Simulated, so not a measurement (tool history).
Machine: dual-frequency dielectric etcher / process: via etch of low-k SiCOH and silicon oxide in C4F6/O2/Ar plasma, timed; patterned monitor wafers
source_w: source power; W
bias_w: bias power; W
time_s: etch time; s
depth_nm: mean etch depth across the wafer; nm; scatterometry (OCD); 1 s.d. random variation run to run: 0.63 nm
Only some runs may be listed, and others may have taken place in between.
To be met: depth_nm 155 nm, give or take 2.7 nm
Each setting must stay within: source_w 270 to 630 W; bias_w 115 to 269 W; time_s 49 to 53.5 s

run  hour  source_w  bias_w  time_s  depth_nm
  1     0       450     192    53.5    165.83
  2   2.5       450     209    53.5    172.26
  3  11.2       450     176    53.5    161.42
  4  17.9       440     175    53.5    159.86
  5  22.9       430     174    53.5    158.72
  6  28.6       430     174      49    145.95
  7  34.6       440     175      49    146.74
  8    42       460     176      49    150.26

Of the 5 settings listed for the next run, only one would bring every result within its allowed miss of target. Which one?
  A  49.4       450     177    52.5         ?
  B  49.4       530     130    53.5         ?
  C  49.4       420     151      53         ?
  D  49.4       490     178      49         ?
  E  49.4       460     163    50.5         ?

move  depth_nm
   A    158.47
   B    158.25
   C    146.73
   D    154.39
   E    149.93
A: takes the result that was furthest off past its target
B: takes the result that was furthest off past its target
C: further off than the last run
D: each result inside its tolerance
E: further off than the last run
The move that meets every target is D.

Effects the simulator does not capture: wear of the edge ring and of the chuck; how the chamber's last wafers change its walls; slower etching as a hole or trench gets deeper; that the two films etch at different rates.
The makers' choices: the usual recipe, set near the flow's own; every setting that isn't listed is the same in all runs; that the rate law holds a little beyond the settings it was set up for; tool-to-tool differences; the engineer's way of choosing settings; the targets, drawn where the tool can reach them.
